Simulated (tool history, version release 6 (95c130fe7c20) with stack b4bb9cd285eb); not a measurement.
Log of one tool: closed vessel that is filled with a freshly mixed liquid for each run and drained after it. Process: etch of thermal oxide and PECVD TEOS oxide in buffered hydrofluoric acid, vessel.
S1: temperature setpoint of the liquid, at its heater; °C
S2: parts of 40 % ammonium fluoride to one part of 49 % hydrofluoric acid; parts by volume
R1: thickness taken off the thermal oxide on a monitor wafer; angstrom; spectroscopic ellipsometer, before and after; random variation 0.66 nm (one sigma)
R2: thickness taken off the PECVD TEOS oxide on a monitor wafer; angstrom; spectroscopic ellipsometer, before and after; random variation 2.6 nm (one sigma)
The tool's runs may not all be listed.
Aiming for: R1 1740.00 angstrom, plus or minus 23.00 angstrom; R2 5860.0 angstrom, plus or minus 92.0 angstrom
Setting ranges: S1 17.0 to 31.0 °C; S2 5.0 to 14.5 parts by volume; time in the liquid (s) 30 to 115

run 1 hour=0.0 | S1=23.0 S2=9.0 time_in_the_liquid_(s)=60 | R1=729.75 R2=2440.1
run 2 hour=4.9 | S1=24.5 S2=8.5 time_in_the_liquid_(s)=60 | R1=837.74 R2=2843.7
run 3 hour=10.0 | S1=24.5 S2=7.0 time_in_the_liquid_(s)=60 | R1=1037.00 R2=3474.6
run 4 hour=17.4 | S1=25.5 S2=7.0 time_in_the_liquid_(s)=60 | R1=1092.70 R2=3656.2
run 5 hour=18.6 | S1=26.5 S2=7.0 time_in_the_liquid_(s)=60 | R1=1147.20 R2=3863.8
run 6 hour=25.7 | S1=26.5 S2=7.0 time_in_the_liquid_(s)=80 | R1=1531.20 R2=5221.9
run 7 hour=31.3 | S1=27.0 S2=7.0 time_in_the_liquid_(s)=80 | R1=1557.40 R2=5265.3
run 8 hour=35.6 | S1=27.5 S2=7.0 time_in_the_liquid_(s)=80 | R1=1613.10 R2=5397.5
run 9 hour=44.6 | S1=28.5 S2=7.0 time_in_the_liquid_(s)=80 | R1=1710.20 R2=5749.7

4 candidate next runs follow, results not yet known. Just one meets every target within its allowed miss. Identify it.
run A hour=53.6 | S1=21.5 S2=6.0 time_in_the_liquid_(s)=100 | R1=? R2=?
run B hour=53.6 | S1=24.0 S2=6.5 time_in_the_liquid_(s)=95 | R1=? R2=?
run C hour=53.6 | S1=30.5 S2=5.5 time_in_the_liquid_(s)=60 | R1=? R2=?
run D hour=53.6 | S1=28.5 S2=8.0 time_in_the_liquid_(s)=90 | R1=? R2=?

move=A R1=1678.10 R2=5648.6
move=B R1=1703.20 R2=5733.0
move=C R1=1746.00 R2=5877.2
move=D R1=1662.50 R2=5596.2
A: moves away from the targets compared with the last run
B: moves away from the targets compared with the last run
C: every result within its allowed miss
D: moves away from the targets compared with the last run
C is the move that brings every result within its allowed miss.

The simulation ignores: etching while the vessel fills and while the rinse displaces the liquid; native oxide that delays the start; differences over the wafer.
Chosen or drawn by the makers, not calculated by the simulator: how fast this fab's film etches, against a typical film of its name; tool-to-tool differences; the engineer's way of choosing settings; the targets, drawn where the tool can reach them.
